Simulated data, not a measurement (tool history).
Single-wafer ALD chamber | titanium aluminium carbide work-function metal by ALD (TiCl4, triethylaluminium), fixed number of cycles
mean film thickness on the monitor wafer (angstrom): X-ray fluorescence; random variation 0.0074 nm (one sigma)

run	hour	heater temperature setpoint (deg C)	triethylaluminium pulse time (s)	mean film thickness on the monitor wafer (angstrom)
1	0.0	300	12.59	19.536
2	4.3	293	11.71	18.840
3	6.2	301	11.71	19.765
4	14.9	311	11.71	20.453
5	15.6	318	11.71	21.390
6	22.2	311	11.71	20.587
7	30.3	311	11.71	20.488
8	37.4	301	10.62	19.471

Run 9 comes next. What will it give?
9	39.0	295	9.83	?

Run 9 gave mean film thickness on the monitor wafer (angstrom) 18.807.
